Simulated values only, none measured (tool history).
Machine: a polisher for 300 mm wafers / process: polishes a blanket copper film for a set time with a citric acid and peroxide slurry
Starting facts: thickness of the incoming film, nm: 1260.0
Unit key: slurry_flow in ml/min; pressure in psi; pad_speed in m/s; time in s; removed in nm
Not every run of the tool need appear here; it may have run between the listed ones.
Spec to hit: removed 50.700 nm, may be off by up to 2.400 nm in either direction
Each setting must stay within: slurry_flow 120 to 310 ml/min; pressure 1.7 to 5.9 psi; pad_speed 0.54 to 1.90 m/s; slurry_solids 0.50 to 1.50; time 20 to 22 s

run 1 hour=0.0 | slurry_flow=200 pressure=3.8 pad_speed=1.22 slurry_solids=1.00 time=22 | removed=61.884
run 2 hour=7.5 | slurry_flow=175 pressure=3.8 pad_speed=1.22 slurry_solids=1.00 time=22 | removed=60.217
run 3 hour=14.9 | slurry_flow=175 pressure=3.7 pad_speed=1.22 slurry_solids=1.00 time=22 | removed=58.930
run 4 hour=23.6 | slurry_flow=175 pressure=3.6 pad_speed=1.22 slurry_solids=1.00 time=22 | removed=56.635
run 5 hour=31.0 | slurry_flow=175 pressure=3.6 pad_speed=1.34 slurry_solids=1.00 time=22 | removed=62.362
run 6 hour=32.4 | slurry_flow=175 pressure=4.4 pad_speed=1.34 slurry_solids=1.00 time=22 | removed=72.727
run 7 hour=33.5 | slurry_flow=175 pressure=4.4 pad_speed=1.34 slurry_solids=1.00 time=22 | removed=75.111
run 8 hour=36.2 | slurry_flow=175 pressure=4.4 pad_speed=1.34 slurry_solids=1.00 time=22 | removed=75.410
run 9 hour=44.8 | slurry_flow=175 pressure=4.1 pad_speed=1.32 slurry_solids=1.00 time=22 | removed=70.171
run 10 hour=52.8 | slurry_flow=175 pressure=3.8 pad_speed=1.32 slurry_solids=1.00 time=22 | removed=65.642
run 11 hour=61.0 | slurry_flow=175 pressure=3.6 pad_speed=1.32 slurry_solids=1.00 time=22 | removed=61.813
run 12 hour=64.2 | slurry_flow=175 pressure=3.4 pad_speed=1.32 slurry_solids=1.00 time=22 | removed=57.445
run 13 hour=72.8 | slurry_flow=175 pressure=3.3 pad_speed=1.32 slurry_solids=1.00 time=22 | removed=56.574
run 14 hour=78.7 | slurry_flow=175 pressure=3.2 pad_speed=1.32 slurry_solids=1.00 time=22 | removed=54.674
-- hour=80.4 head pressure recalibrated
run 15 hour=80.4 | slurry_flow=175 pressure=3.1 pad_speed=1.32 slurry_solids=1.00 time=22 | removed=56.286
run 16 hour=86.2 | slurry_flow=175 pressure=2.6 pad_speed=1.30 slurry_solids=1.00 time=22 | removed=48.438

Pick the move, out of 5, that brings all results within their allowed miss; only one does.
run A hour=92.0 | slurry_flow=180 pressure=2.4 pad_speed=1.28 slurry_solids=1.05 time=20 | removed=?
run B hour=92.0 | slurry_flow=200 pressure=3.4 pad_speed=1.02 slurry_solids=1.00 time=22 | removed=?
run C hour=92.0 | slurry_flow=150 pressure=2.5 pad_speed=1.58 slurry_solids=0.80 time=20 | removed=?
run D hour=92.0 | slurry_flow=170 pressure=2.5 pad_speed=1.26 slurry_solids=1.10 time=22 | removed=?
run E hour=92.0 | slurry_flow=255 pressure=2.4 pad_speed=1.42 slurry_solids=0.80 time=21 | removed=?

move=A removed=39.790
move=B removed=49.962
move=C removed=46.315
move=D removed=44.849
move=E removed=45.555
A: moves away from the targets compared with the last run
B: all results in spec
C: moves away from the targets compared with the last run
D: moves away from the targets compared with the last run
E: moves away from the targets compared with the last run
So the answer is move B, the one that meets all the targets.

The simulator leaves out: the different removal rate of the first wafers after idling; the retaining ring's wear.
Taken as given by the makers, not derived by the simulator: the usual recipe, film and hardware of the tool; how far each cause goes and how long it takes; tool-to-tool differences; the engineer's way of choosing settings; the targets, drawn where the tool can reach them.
